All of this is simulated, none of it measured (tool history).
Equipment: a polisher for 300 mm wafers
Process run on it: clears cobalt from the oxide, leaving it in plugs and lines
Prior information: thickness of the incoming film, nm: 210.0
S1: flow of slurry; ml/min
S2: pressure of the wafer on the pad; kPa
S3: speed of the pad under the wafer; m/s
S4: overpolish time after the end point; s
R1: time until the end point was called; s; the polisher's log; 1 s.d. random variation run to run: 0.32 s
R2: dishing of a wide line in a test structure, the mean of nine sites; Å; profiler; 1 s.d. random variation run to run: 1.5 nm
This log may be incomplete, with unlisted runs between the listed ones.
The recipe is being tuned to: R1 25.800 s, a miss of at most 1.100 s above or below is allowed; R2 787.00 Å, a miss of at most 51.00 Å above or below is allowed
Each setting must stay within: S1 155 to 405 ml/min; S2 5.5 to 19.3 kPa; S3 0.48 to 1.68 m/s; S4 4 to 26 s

run  hour   S1    S2    S3  S4      R1      R2
  1   0.0  260  12.4  1.08  13  48.682  442.44
  2   1.4  260  12.4  1.08   9  48.102  325.94
  3   4.1  260  13.8  1.08   9  43.256  369.84
  4  11.5  260  15.2  1.12  10  38.905  442.06
  5  12.9  260  15.2  1.22  10  36.937  452.12
  6  18.4  260  15.2  1.22  14  36.559  583.36
  7  22.2  260  16.5  1.26  14  31.568  629.76
  8  31.1  260  17.2  1.26  14  30.504  657.01
  9  33.3  260  17.9  1.28  14  29.111  674.97
 10  36.9  260  18.6  1.30  14  27.463  665.48
 11  38.4  260  18.6  1.30  15  28.302  703.78
 12  41.8  260  18.6  1.32  15  27.571  691.21
 13  48.9  260  18.6  1.34  16  27.047  720.27

Which one of the following 5 next-run settings gets every result inside its allowed miss? There is exactly one.
  A  56.0  330  19.3  1.42  23   ?   ?
  B  56.0  240  18.6  1.46  12   ?   ?
  C  56.0  165  19.3  1.46  18   ?   ?
  D  56.0  250  19.3  1.40  14   ?   ?
  E  56.0  210  18.6  1.32  16   ?   ?

move      R1      R2
   A  24.473  880.63
   B  25.615  644.96
   C  26.197  783.69
   D  25.462  704.41
   E  28.319  714.62
A: the result that was furthest off in the last run now lies on the other side of its target
B: misses by more than the last run did
C: all results land within tolerance of their targets
D: misses by more than the last run did
E: misses by more than the last run did
C meets every target.

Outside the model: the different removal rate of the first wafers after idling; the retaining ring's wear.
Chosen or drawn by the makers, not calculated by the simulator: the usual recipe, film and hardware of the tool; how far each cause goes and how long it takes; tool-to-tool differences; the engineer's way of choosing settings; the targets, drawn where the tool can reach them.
